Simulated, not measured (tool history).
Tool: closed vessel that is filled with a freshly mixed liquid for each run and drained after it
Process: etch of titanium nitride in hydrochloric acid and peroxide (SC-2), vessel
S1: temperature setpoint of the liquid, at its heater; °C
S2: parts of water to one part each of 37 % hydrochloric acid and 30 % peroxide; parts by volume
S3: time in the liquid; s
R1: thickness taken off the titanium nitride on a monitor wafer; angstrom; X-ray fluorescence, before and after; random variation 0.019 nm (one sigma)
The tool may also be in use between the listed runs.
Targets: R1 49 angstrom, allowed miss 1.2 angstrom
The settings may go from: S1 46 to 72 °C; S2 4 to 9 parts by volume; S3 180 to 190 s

Run 1, hour 0: S1 62 °C, S2 5 parts by volume, S3 180 s. Result: R1 113.33 angstrom.
Run 2, hour 6.2: S1 62 °C, S2 5 parts by volume, S3 190 s. Result: R1 120.43 angstrom.
Run 3, hour 10.5: S1 62 °C, S2 5 parts by volume, S3 180 s. Result: R1 112.84 angstrom.
Run 4, hour 11.4: S1 60.5 °C, S2 5 parts by volume, S3 180 s. Result: R1 103.72 angstrom.
Run 5, hour 14.3: S1 60.5 °C, S2 5 parts by volume, S3 180 s. Result: R1 104.07 angstrom.
Run 6, hour 17.5: S1 67 °C, S2 5 parts by volume, S3 180 s. Result: R1 154.41 angstrom.
Run 7, hour 26.1: S1 65 °C, S2 5 parts by volume, S3 180 s. Result: R1 136.75 angstrom.
Run 8, hour 34.9: S1 57 °C, S2 5 parts by volume, S3 180 s. Result: R1 82.491 angstrom.

Which of these 4 next moves meets every target?
Run A, hour 43.7: S1 51 °C, S2 7 parts by volume, S3 180 s. Result: R1 ?.
Run B, hour 43.7: S1 52 °C, S2 7 parts by volume, S3 180 s. Result: R1 ?.
Run C, hour 43.7: S1 47 °C, S2 5.5 parts by volume, S3 180 s. Result: R1 ?.
Run D, hour 43.7: S1 49 °C, S2 5 parts by volume, S3 180 s. Result: R1 ?.

move      R1
   A  43.938
   B  46.938
   C  40.315
   D  49.439
A: takes the result that was furthest off past its target
B: takes the result that was furthest off past its target
C: takes the result that was furthest off past its target
D: meets every target
Move D is the one to make.

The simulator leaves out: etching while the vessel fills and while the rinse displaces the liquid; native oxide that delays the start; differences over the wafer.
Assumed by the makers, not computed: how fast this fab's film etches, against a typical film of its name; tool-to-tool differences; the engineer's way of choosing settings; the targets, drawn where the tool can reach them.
